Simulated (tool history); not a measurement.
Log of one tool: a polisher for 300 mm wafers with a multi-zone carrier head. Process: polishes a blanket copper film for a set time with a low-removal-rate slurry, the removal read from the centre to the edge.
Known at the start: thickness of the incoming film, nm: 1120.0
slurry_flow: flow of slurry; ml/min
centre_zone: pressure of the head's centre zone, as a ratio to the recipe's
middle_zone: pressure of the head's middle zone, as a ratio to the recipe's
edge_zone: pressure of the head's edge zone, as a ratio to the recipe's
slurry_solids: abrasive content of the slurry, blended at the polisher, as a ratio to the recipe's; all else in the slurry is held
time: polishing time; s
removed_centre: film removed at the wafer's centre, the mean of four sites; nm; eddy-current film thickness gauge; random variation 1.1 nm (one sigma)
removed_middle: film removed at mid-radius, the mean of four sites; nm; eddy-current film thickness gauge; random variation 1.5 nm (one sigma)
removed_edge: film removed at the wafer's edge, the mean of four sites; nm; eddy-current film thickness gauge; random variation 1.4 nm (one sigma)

run  hour  slurry_flow  centre_zone  middle_zone  edge_zone  slurry_solids  time  removed_centre  removed_middle  removed_edge
  1   0.0          195         1.00         1.00       1.00           1.00    53         213.160         212.460       212.480
  2   0.5          195         1.00         1.00       1.03           1.00    53         212.730         217.050       214.720
  3   9.2          195         1.00         1.07       1.03           1.00    53         210.980         221.130       220.160
  4  10.6          195         1.00         1.07       1.03           1.00    48         196.290         198.650       199.810
  5  15.6          195         1.07         1.07       1.03           1.00    48         206.340         203.750       194.360
  6  19.6          195         1.07         1.07       0.99           1.00    48         208.710         199.960       190.630
  7  26.3          180         1.04         1.10       0.96           0.90    43         173.540         175.790       160.890
  8  33.8          175         1.01         1.07       0.95           0.80    40         150.630         156.050       146.930
  9  37.8          170         1.00         1.06       0.93           0.75    38         135.880         143.550       130.040
 10  41.6          165         0.99         1.02       0.92           0.70    38         134.510         140.680       133.360
 11  49.0          160         1.00         1.03       0.91           0.60    24          81.294          83.456        78.500

Run 12 comes next. What will it give?
 12  53.8          165         1.00         1.04       0.91           0.70    24               ?               ?             ?

Run 12 gave removed_centre 86.385 nm, removed_middle 86.200 nm, removed_edge 80.923 nm.
